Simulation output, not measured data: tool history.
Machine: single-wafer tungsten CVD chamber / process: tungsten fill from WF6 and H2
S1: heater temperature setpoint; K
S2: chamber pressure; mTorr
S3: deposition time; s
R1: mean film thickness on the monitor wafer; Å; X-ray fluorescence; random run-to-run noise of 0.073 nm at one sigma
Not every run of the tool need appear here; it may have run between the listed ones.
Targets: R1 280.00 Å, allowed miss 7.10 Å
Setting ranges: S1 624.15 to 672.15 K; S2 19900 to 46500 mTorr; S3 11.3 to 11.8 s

run	day	S1	S2	S3	R1
1	0.000	648.15	33200	11.8	208.68
2	0.158	648.15	33200	11.3	198.92
3	0.221	652.15	33300	11.3	213.84
4	0.558	652.15	38100	11.3	226.35
5	0.733	659.15	38100	11.3	257.75
6	1.054	660.15	38200	11.3	261.82
7	1.108	661.15	38200	11.3	266.57
8	1.471	662.15	38200	11.3	270.42
# day 1.762: capacitance manometer re-zeroed and calibrated
9	1.762	663.15	38300	11.3	271.05

Exercise: of the 4 proposed moves below, exactly one satisfies all targets within the stated allowed misses. Which move is it?
A	2.054	661.15	37700	11.3	?
B	2.054	662.15	34900	11.6	?
C	2.054	664.15	37500	11.6	?
D	2.054	658.15	43000	11.3	?

move	R1
A	258.94
B	261.64
C	279.37
D	260.05
A: misses by more than the last run did
B: misses by more than the last run did
C: meets every target
D: misses by more than the last run did
Correct choice: C, which meets every target
